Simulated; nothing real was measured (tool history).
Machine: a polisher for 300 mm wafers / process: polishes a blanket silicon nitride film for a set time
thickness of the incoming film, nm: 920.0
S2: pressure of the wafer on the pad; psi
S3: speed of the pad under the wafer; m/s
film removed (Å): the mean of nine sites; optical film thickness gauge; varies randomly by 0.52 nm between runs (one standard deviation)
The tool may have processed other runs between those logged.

{"run": 1, "hour": 0.0, "flow of slurry (ml/min)": 300, "S2": 4.3, "S3": 1.22, "polishing time (s)": 50, "film removed (Å)": 1477.7}
{"run": 2, "hour": 4.9, "flow of slurry (ml/min)": 300, "S2": 4, "S3": 1.16, "polishing time (s)": 50, "film removed (Å)": 1327.8}
{"run": 3, "hour": 7.5, "flow of slurry (ml/min)": 300, "S2": 4, "S3": 1.28, "polishing time (s)": 50, "film removed (Å)": 1418.7}
{"run": 4, "hour": 14.9, "flow of slurry (ml/min)": 300, "S2": 4, "S3": 1.28, "polishing time (s)": 44, "film removed (Å)": 1262.2}
{"run": 5, "hour": 15.7, "flow of slurry (ml/min)": 300, "S2": 4, "S3": 1.5, "polishing time (s)": 44, "film removed (Å)": 1441.9}
{"run": 6, "hour": 21.1, "flow of slurry (ml/min)": 300, "S2": 4, "S3": 1.34, "polishing time (s)": 44, "film removed (Å)": 1303.7}

What does the tool deliver on the next run?
{"run": 7, "hour": 24.1, "flow of slurry (ml/min)": 300, "S2": 3.7, "S3": 1.28, "polishing time (s)": 44, "film removed (Å)": "?"}

{"run 7": {"film removed (Å)": 1157.5}}
